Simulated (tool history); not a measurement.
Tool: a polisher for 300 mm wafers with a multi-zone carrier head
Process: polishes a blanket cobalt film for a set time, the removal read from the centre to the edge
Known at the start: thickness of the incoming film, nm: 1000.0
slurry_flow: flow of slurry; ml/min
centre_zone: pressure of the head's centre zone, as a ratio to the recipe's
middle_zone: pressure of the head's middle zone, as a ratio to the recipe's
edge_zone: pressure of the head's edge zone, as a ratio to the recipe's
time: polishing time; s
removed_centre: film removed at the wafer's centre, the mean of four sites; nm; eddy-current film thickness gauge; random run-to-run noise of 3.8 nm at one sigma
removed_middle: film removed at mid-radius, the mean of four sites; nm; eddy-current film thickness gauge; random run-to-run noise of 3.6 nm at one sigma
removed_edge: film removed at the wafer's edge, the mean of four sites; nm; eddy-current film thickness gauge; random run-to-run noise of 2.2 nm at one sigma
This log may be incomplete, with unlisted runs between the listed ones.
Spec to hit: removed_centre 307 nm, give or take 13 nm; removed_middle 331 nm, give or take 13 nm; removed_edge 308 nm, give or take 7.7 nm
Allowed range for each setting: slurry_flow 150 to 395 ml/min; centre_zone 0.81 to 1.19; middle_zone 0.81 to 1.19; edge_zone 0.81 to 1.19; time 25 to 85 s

| run | hour | slurry_flow | centre_zone | middle_zone | edge_zone | time | removed_centre | removed_middle | removed_edge |
|---|---|---|---|---|---|---|---|---|---|
| 1 | 0 | 250 | 1 | 1 | 1 | 55 | 226.24 | 226.47 | 229.52 |
| 2 | 2.1 | 260 | 1.01 | 1.03 | 1.03 | 57 | 236.5 | 244.47 | 239.64 |
| 3 | 9.6 | 290 | 1.01 | 1.03 | 1.03 | 57 | 236.89 | 246 | 241.11 |
| 4 | 13.2 | 290 | 1.01 | 1.03 | 1.03 | 63 | 261.89 | 270.28 | 267.71 |
| 5 | 16.8 | 290 | 1.02 | 1.05 | 1.05 | 64 | 266.96 | 285.84 | 276.7 |
| 6 | 18.2 | 290 | 1.11 | 1.05 | 1.05 | 64 | 289.12 | 285.69 | 275.1 |
| 7 | 24.5 | 290 | 1.11 | 1.06 | 1.07 | 65 | 298.9 | 286.66 | 278.95 |
| 8 | 29.8 | 295 | 1.1 | 1.07 | 1.08 | 66 | 300.17 | 290.98 | 288.05 |
| 9 | 32.9 | 300 | 1.09 | 1.09 | 1.08 | 67 | 299.93 | 304.03 | 287.63 |
| 10 | 39.5 | 305 | 1.08 | 1.1 | 1.09 | 68 | 304.18 | 313.47 | 296.93 |
| 11 | 46.1 | 310 | 1.08 | 1.11 | 1.1 | 68 | 305.88 | 312.19 | 298.89 |
| 12 | 53.6 | 310 | 1.07 | 1.12 | 1.1 | 68 | 300.26 | 314.63 | 298.42 |
| 13 | 57 | 310 | 1.07 | 1.13 | 1.1 | 68 | 302.4 | 316.53 | 300.49 |
| 14 | 63.5 | 310 | 1.07 | 1.14 | 1.1 | 68 | 297.37 | 321.61 | 296.46 |
| 15 | 68.6 | 315 | 1.07 | 1.14 | 1.11 | 68 | 301.81 | 324.38 | 298.69 |

Exactly one of the 4 candidate moves below puts every result within its allowed miss. Which one?
| A | 73.7 | 270 | 1.05 | 1.12 | 1.08 | 72 | ? | ? | ? |
| B | 73.7 | 295 | 1.14 | 1.19 | 1.11 | 65 | ? | ? | ? |
| C | 73.7 | 395 | 1.09 | 1.19 | 1.06 | 66 | ? | ? | ? |
| D | 73.7 | 275 | 1.12 | 1.16 | 1.09 | 66 | ? | ? | ? |

| move | removed_centre | removed_middle | removed_edge |
|---|---|---|---|
| A | 309.66 | 325.07 | 306.77 |
| B | 303.93 | 311.22 | 282.01 |
| C | 303.04 | 322.73 | 284.26 |
| D | 301.72 | 307.46 | 282.67 |
A: hits every target within its allowed miss
B: misses by more than the last run did
C: misses by more than the last run did
D: misses by more than the last run did
A is the move that brings every result within its allowed miss.
